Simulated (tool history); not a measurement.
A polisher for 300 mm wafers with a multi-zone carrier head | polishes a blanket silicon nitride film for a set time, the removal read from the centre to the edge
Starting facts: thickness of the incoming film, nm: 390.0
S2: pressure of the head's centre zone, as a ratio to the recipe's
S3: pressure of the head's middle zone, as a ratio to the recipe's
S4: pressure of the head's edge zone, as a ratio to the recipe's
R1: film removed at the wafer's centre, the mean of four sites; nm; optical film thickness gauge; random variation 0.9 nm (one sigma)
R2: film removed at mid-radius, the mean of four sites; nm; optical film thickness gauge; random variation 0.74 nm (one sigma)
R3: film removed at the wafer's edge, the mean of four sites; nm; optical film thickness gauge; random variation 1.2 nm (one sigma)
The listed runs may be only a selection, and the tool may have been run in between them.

{"run": 1, "hour": 0.0, "flow of slurry (ml/min)": 245, "S2": 1.0, "S3": 1.0, "S4": 1.0, "polishing time (s)": 53, "R1": 103.42, "R2": 108.69, "R3": 103.93}
{"run": 2, "hour": 5.2, "flow of slurry (ml/min)": 210, "S2": 1.0, "S3": 1.0, "S4": 1.0, "polishing time (s)": 53, "R1": 97.468, "R2": 103.47, "R3": 101.89}
{"run": 3, "hour": 8.3, "flow of slurry (ml/min)": 205, "S2": 1.01, "S3": 0.98, "S4": 0.99, "polishing time (s)": 53, "R1": 99.64, "R2": 103.92, "R3": 101.43}
{"run": 4, "hour": 16.1, "flow of slurry (ml/min)": 225, "S2": 1.01, "S3": 0.98, "S4": 0.99, "polishing time (s)": 53, "R1": 101.54, "R2": 105.66, "R3": 102.96}
{"run": 5, "hour": 21.3, "flow of slurry (ml/min)": 225, "S2": 1.01, "S3": 0.95, "S4": 0.99, "polishing time (s)": 53, "R1": 101.6, "R2": 102.38, "R3": 104.14}
{"run": 6, "hour": 30.2, "flow of slurry (ml/min)": 225, "S2": 1.01, "S3": 0.95, "S4": 0.93, "polishing time (s)": 53, "R1": 102.14, "R2": 102.71, "R3": 97.269}

Expected results for the next run?
{"run": 7, "hour": 34.1, "flow of slurry (ml/min)": 215, "S2": 1.02, "S3": 0.93, "S4": 0.93, "polishing time (s)": 53, "R1": "?", "R2": "?", "R3": "?"}

{"run 7": {"R1": 101.13, "R2": 99.157, "R3": 100.78}}
